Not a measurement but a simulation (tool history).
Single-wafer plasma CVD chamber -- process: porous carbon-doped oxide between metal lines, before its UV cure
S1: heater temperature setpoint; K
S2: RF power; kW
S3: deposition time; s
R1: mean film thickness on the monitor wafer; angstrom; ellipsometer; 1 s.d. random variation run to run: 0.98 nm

run	hour	S1	S2	S3	R1
1	0	578.15	0.66	47.9	2865.3
2	5.3	578.15	0.73	47.9	3096.2
3	9	578.15	0.73	49.4	3179.4
4	11	576.15	0.73	49.4	3224.3
5	15	574.15	0.73	49.4	3260.9
6	20	567.15	0.73	49.4	3362.1
7	22.5	566.15	0.73	49.4	3365.7

Forecast run 8:
8	31.2	565.15	0.73	49.4	?

Run 8 yielded R1 3402.9 angstrom.
